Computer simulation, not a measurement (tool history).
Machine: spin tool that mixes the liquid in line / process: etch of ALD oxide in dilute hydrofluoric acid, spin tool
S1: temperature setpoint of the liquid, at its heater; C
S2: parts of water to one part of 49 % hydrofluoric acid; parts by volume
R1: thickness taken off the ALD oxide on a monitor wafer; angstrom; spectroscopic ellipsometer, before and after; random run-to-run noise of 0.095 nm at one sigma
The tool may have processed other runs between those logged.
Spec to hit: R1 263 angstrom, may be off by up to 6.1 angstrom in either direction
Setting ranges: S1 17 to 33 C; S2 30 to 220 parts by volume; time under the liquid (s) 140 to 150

Run 1, hour 0: S1 25 C, S2 125 parts by volume, time under the liquid (s) 140. Result: R1 286.05 angstrom.
Run 2, hour 2.7: S1 22 C, S2 125 parts by volume, time under the liquid (s) 140. Result: R1 253.93 angstrom.
Run 3, hour 3.9: S1 22 C, S2 125 parts by volume, time under the liquid (s) 150. Result: R1 272.3 angstrom.
Run 4, hour 4.9: S1 19.5 C, S2 125 parts by volume, time under the liquid (s) 150. Result: R1 246.06 angstrom.
Run 5, hour 13.1: S1 19.5 C, S2 125 parts by volume, time under the liquid (s) 150. Result: R1 247.59 angstrom.
Run 6, hour 17.1: S1 19.5 C, S2 90 parts by volume, time under the liquid (s) 150. Result: R1 355.02 angstrom.
Run 7, hour 20.6: S1 18.5 C, S2 95 parts by volume, time under the liquid (s) 150. Result: R1 320.23 angstrom.
Run 8, hour 28: S1 18 C, S2 100 parts by volume, time under the liquid (s) 150. Result: R1 296.58 angstrom.
At hour 34.2: hydrofluoric acid flow meter replaced.
Run 9, hour 34.2: S1 17.5 C, S2 100 parts by volume, time under the liquid (s) 150. Result: R1 308.93 angstrom.
Run 10, hour 38.9: S1 17.5 C, S2 100 parts by volume, time under the liquid (s) 150. Result: R1 309.53 angstrom.
Run 11, hour 45: S1 17.5 C, S2 105 parts by volume, time under the liquid (s) 150. Result: R1 295.88 angstrom.
Run 12, hour 52.2: S1 17.5 C, S2 110 parts by volume, time under the liquid (s) 150. Result: R1 279.81 angstrom.

Exercise: of the 4 proposed moves below, exactly one satisfies all targets within the stated allowed misses. Which move is it?
Run A, hour 59.4: S1 17.5 C, S2 105 parts by volume, time under the liquid (s) 150. Result: R1 ?.
Run B, hour 59.4: S1 17 C, S2 100 parts by volume, time under the liquid (s) 140. Result: R1 ?.
Run C, hour 59.4: S1 17.5 C, S2 100 parts by volume, time under the liquid (s) 150. Result: R1 ?.
Run D, hour 59.4: S1 17 C, S2 115 parts by volume, time under the liquid (s) 150. Result: R1 ?.

move      R1
   A  294.79
   B  284.36
   C  311.15
   D  260.88
A: further off than the last run
B: further off than the last run
C: further off than the last run
D: all results land within tolerance of their targets
The right move is D.
